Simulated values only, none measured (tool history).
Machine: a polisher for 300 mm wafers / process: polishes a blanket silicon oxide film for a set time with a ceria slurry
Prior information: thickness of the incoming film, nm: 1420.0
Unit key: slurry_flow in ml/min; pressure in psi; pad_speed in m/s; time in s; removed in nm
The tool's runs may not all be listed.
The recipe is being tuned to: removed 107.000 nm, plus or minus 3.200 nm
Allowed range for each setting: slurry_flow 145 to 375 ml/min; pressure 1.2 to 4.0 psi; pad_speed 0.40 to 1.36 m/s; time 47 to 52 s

| run | hour | slurry_flow | pressure | pad_speed | time | removed |
|---|---|---|---|---|---|---|
| 1 | 0.0 | 240 | 2.6 | 0.88 | 52 | 174.930 |
| 2 | 2.2 | 240 | 2.4 | 0.88 | 52 | 163.650 |
| 3 | 7.3 | 240 | 2.8 | 0.88 | 52 | 189.150 |
| 4 | 14.9 | 240 | 2.5 | 0.88 | 52 | 169.100 |
| 5 | 22.8 | 240 | 2.5 | 0.80 | 52 | 155.350 |
| 6 | 29.1 | 240 | 2.3 | 0.80 | 52 | 145.480 |
| 7 | 36.7 | 240 | 2.1 | 0.80 | 52 | 134.840 |
| 8 | 42.1 | 240 | 2.0 | 0.80 | 52 | 127.840 |
| 9 | 46.9 | 240 | 1.9 | 0.80 | 52 | 120.310 |
| 10 | 49.7 | 240 | 1.8 | 0.80 | 52 | 116.190 |

Next run, 4 choices. One meets every target within its allowed miss, the rest don't. Which?
| A | 52.5 | 210 | 1.8 | 0.82 | 48 | ? |
| B | 52.5 | 215 | 1.7 | 0.70 | 52 | ? |
| C | 52.5 | 235 | 1.6 | 0.78 | 51 | ? |
| D | 52.5 | 225 | 2.1 | 0.62 | 52 | ? |

| move | removed |
|---|---|
| A | 105.920 |
| B | 98.635 |
| C | 98.850 |
| D | 113.020 |
A: meets every target
B: carries the result that was furthest off beyond its target, to the other side
C: carries the result that was furthest off beyond its target, to the other side
D: closer than the last run, but not yet in spec
So the answer is move A, the one that meets all the targets.

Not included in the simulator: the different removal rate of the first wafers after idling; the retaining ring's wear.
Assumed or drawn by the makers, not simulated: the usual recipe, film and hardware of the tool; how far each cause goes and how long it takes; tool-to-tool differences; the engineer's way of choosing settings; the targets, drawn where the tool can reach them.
